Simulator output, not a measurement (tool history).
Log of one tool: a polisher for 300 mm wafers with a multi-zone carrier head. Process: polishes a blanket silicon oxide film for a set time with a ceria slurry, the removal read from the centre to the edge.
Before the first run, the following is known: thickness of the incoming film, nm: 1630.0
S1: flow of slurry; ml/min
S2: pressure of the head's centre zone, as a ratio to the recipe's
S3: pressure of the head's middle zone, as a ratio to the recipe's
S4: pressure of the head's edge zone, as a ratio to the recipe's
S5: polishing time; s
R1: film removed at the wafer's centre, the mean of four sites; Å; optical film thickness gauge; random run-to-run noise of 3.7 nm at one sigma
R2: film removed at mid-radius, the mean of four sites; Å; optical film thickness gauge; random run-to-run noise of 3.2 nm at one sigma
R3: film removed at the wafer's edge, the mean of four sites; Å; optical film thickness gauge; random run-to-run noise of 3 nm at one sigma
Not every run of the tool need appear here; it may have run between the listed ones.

run 1 hour=0 | S1=230 S2=1 S3=1 S4=1 S5=48 | R1=2272 R2=2306.4 R3=2296.8
run 2 hour=2 | S1=235 S2=0.98 S3=1.05 S4=1.04 S5=50 | R1=2350.5 R2=2480.6 R3=2407
run 3 hour=7.2 | S1=235 S2=0.92 S3=1.05 S4=1.04 S5=50 | R1=2221.9 R2=2513.3 R3=2426
run 4 hour=12.6 | S1=240 S2=0.9 S3=1.08 S4=1.06 S5=52 | R1=2240.3 R2=2670.4 R3=2506
run 5 hour=18.1 | S1=240 S2=0.9 S3=1.04 S4=1.06 S5=52 | R1=2255.5 R2=2562.3 R3=2567.9
run 6 hour=23 | S1=245 S2=0.89 S3=1.07 S4=1.08 S5=54 | R1=2327.2 R2=2691.5 R3=2635.8
run 7 hour=29.7 | S1=245 S2=0.88 S3=1.09 S4=1.08 S5=56 | R1=2347.4 R2=2880.6 R3=2769.8
run 8 hour=31.1 | S1=250 S2=0.89 S3=1.11 S4=1.08 S5=57 | R1=2477.7 R2=2996.3 R3=2775
run 9 hour=39.9 | S1=250 S2=0.89 S3=1.11 S4=1.08 S5=57 | R1=2454.2 R2=3008.9 R3=2849
run 10 hour=41.6 | S1=255 S2=0.89 S3=1.12 S4=1.08 S5=57 | R1=2487.9 R2=3080.5 R3=2807.2
run 11 hour=43.4 | S1=260 S2=0.88 S3=1.12 S4=1.09 S5=57 | R1=2467.5 R2=3053.2 R3=2878

Run 12 comes next. What will it give?
run 12 hour=50.1 | S1=265 S2=0.88 S3=1.13 S4=1.09 S5=57 | R1=? R2=? R3=?

Run 12 measured R1 2452.2 Å, R2 3113 Å, R3 2830.1 Å.

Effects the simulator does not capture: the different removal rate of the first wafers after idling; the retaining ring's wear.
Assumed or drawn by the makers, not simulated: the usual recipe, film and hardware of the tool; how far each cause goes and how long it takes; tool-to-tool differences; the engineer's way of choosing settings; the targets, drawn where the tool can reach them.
